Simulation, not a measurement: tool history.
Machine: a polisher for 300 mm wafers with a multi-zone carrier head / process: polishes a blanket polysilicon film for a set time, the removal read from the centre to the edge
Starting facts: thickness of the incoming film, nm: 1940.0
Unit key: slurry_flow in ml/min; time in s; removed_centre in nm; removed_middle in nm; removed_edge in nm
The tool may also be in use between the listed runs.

{"run": 1, "hour": 0.0, "slurry_flow": 215, "centre_zone": 1.0, "middle_zone": 1.0, "edge_zone": 1.0, "time": 75, "removed_centre": 399.03, "removed_middle": 392.44, "removed_edge": 405.39}
{"run": 2, "hour": 5.9, "slurry_flow": 220, "centre_zone": 1.03, "middle_zone": 0.99, "edge_zone": 1.02, "time": 76, "removed_centre": 416.48, "removed_middle": 405.63, "removed_edge": 413.37}
{"run": 3, "hour": 8.6, "slurry_flow": 220, "centre_zone": 0.99, "middle_zone": 0.99, "edge_zone": 1.02, "time": 76, "removed_centre": 399.04, "removed_middle": 394.78, "removed_edge": 413.33}
{"run": 4, "hour": 12.3, "slurry_flow": 260, "centre_zone": 0.99, "middle_zone": 0.99, "edge_zone": 1.02, "time": 76, "removed_centre": 408.9, "removed_middle": 410.47, "removed_edge": 407.28}
{"run": 5, "hour": 13.4, "slurry_flow": 260, "centre_zone": 1.03, "middle_zone": 0.99, "edge_zone": 1.02, "time": 76, "removed_centre": 421.11, "removed_middle": 402.39, "removed_edge": 420.0}
{"run": 6, "hour": 19.0, "slurry_flow": 260, "centre_zone": 1.03, "middle_zone": 0.99, "edge_zone": 1.02, "time": 87, "removed_centre": 480.33, "removed_middle": 447.09, "removed_edge": 470.62}

Run 7 is up next; what results do you expect?
{"run": 7, "hour": 21.4, "slurry_flow": 260, "centre_zone": 1.05, "middle_zone": 0.98, "edge_zone": 1.01, "time": 87, "removed_centre": "?", "removed_middle": "?", "removed_edge": "?"}

{"run 7": {"removed_centre": 490.24, "removed_middle": 453.73, "removed_edge": 469.77}}
